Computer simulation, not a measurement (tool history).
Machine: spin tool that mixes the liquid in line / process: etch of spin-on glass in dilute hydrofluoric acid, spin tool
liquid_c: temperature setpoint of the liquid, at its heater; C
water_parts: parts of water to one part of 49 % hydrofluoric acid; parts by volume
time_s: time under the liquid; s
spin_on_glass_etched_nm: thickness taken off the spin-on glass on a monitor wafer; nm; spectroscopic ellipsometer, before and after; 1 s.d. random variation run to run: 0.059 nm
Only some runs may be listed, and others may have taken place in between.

Run 1, hour 0: liquid_c 23 C, water_parts 175 parts by volume, time_s 55 s. Result: spin_on_glass_etched_nm 10.18 nm.
Run 2, hour 6.8: liquid_c 23 C, water_parts 120 parts by volume, time_s 55 s. Result: spin_on_glass_etched_nm 16.035 nm.
Run 3, hour 10: liquid_c 22 C, water_parts 135 parts by volume, time_s 55 s. Result: spin_on_glass_etched_nm 13.475 nm.
Run 4, hour 14.1: liquid_c 22 C, water_parts 170 parts by volume, time_s 55 s. Result: spin_on_glass_etched_nm 10.13 nm.
Run 5, hour 16: liquid_c 22 C, water_parts 170 parts by volume, time_s 60 s. Result: spin_on_glass_etched_nm 11.018 nm.
Run 6, hour 17.2: liquid_c 21.5 C, water_parts 175 parts by volume, time_s 60 s. Result: spin_on_glass_etched_nm 10.68 nm.
Run 7, hour 19.1: liquid_c 21 C, water_parts 180 parts by volume, time_s 60 s. Result: spin_on_glass_etched_nm 10.124 nm.
Run 8, hour 27: liquid_c 20.5 C, water_parts 185 parts by volume, time_s 60 s. Result: spin_on_glass_etched_nm 9.4527 nm.
Run 9, hour 30.3: liquid_c 20 C, water_parts 190 parts by volume, time_s 60 s. Result: spin_on_glass_etched_nm 9.0562 nm.

Run 10 has not been measured yet. What should we expect?
Run 10, hour 38.6: liquid_c 19.5 C, water_parts 195 parts by volume, time_s 60 s. Result: spin_on_glass_etched_nm ?.

spin_on_glass_etched_nm: 8.5928 nm
